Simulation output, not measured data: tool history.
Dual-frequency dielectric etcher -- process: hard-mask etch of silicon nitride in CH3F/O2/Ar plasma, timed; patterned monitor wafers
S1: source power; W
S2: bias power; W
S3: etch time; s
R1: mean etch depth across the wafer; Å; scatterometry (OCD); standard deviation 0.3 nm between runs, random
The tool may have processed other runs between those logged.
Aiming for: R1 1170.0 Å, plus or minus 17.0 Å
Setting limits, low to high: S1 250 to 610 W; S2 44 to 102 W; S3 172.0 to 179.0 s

| run | hour | S1 | S2 | S3 | R1 |
|---|---|---|---|---|---|
| 1 | 0.0 | 430 | 73 | 172.0 | 1293.2 |
| 2 | 0.6 | 410 | 73 | 172.0 | 1269.6 |
| 3 | 7.4 | 410 | 64 | 172.0 | 1207.3 |
| 4 | 15.0 | 410 | 73 | 172.0 | 1266.2 |
| 5 | 23.5 | 390 | 73 | 172.0 | 1223.4 |
| 6 | 26.2 | 390 | 73 | 179.0 | 1275.1 |
| 7 | 31.1 | 380 | 73 | 179.0 | 1258.9 |
| 8 | 33.6 | 370 | 73 | 179.0 | 1239.1 |

Consider the 4 candidate settings below. Which is the only one whose results all fall within their allowed miss of target?
| A | 36.1 | 410 | 77 | 173.0 | ? |
| B | 36.1 | 360 | 70 | 179.0 | ? |
| C | 36.1 | 350 | 73 | 175.5 | ? |
| D | 36.1 | 410 | 84 | 175.5 | ? |

| move | R1 |
|---|---|
| A | 1290.5 |
| B | 1201.0 |
| C | 1175.0 |
| D | 1349.2 |
A: moves away from the targets compared with the last run
B: nearer the targets than the last run, but a result is still out of spec
C: meets every target
D: moves away from the targets compared with the last run
Move C is the one to make.

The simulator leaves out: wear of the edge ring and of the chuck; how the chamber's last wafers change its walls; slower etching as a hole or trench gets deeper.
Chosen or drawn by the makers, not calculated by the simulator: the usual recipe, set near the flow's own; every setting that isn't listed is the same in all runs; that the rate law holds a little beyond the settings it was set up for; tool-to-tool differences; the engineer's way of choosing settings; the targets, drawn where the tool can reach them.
